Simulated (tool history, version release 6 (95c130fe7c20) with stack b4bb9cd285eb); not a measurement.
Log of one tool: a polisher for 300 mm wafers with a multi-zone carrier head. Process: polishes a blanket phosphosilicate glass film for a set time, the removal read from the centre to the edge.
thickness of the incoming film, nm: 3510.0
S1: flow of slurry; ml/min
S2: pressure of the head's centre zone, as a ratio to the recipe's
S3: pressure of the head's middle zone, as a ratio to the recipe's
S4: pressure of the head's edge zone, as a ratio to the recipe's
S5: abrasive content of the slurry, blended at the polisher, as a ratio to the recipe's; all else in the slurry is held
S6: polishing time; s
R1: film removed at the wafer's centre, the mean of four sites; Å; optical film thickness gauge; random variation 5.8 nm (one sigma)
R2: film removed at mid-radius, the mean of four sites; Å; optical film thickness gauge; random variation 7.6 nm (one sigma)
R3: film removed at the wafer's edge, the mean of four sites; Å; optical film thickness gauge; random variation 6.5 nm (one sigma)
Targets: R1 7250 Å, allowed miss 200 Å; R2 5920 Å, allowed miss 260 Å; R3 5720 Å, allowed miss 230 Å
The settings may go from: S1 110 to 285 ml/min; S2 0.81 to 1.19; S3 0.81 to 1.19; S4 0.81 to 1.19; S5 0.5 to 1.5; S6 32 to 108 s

run,hour,S1,S2,S3,S4,S5,S6,R1,R2,R3
1,0,180,1,1,1,1,70,5404.2,5470.6,5052.7
2,4.7,150,1,1,1,1,70,5165.6,5360,4971.1
3,11.5,165,1.02,1,1.01,1,70,5458.8,5300.4,5009.3
4,15.1,175,1.03,1.01,1.02,1,70,5459,5500.7,5235.7
5,18.6,215,1.03,1.01,1.02,1,70,5697.7,5630.6,5383.8
6,25.7,220,1.05,1.01,1.01,1,70,5862.6,5694,5190.6
7,28.6,220,1.05,1.01,1.01,1,70,5862.6,5692.3,5277.3
8,30.6,225,1.07,1.01,1.01,1,70,5940.4,5714.1,5360.6
9,33.1,230,1.09,1,1,1,70,6054.9,5678.2,5237.5
10,36.1,230,1.09,1,1,1,70,6222,5586.7,5167.3
11,43.5,235,1.1,1,1.01,1,70,6099.5,5609.6,5402.2

Which of these 5 next moves meets every target?
A,50.9,285,1.11,0.9,0.89,1.15,76,?,?,?
B,50.9,285,1.14,1.06,0.94,0.9,77,?,?,?
C,50.9,225,1.07,1.06,1.02,0.9,76,?,?,?
D,50.9,235,1.19,0.81,0.81,1.05,78,?,?,?
E,50.9,250,1.15,0.81,1.08,1.1,76,?,?,?

move,R1,R2,R3
A,7271.8,6074.8,5915.7
B,6945.4,6473,5622.7
C,6232.8,6211.8,5648.3
D,7558.9,5413.5,5550.7
E,7295.5,5402.3,6326.3
A: meets every target
B: nearer than the last run, and not there yet
C: nearer than the last run, and not there yet
D: takes the result that was furthest off past its target
E: brings the result that was furthest off to its target, and leaves another outside
Answer: A
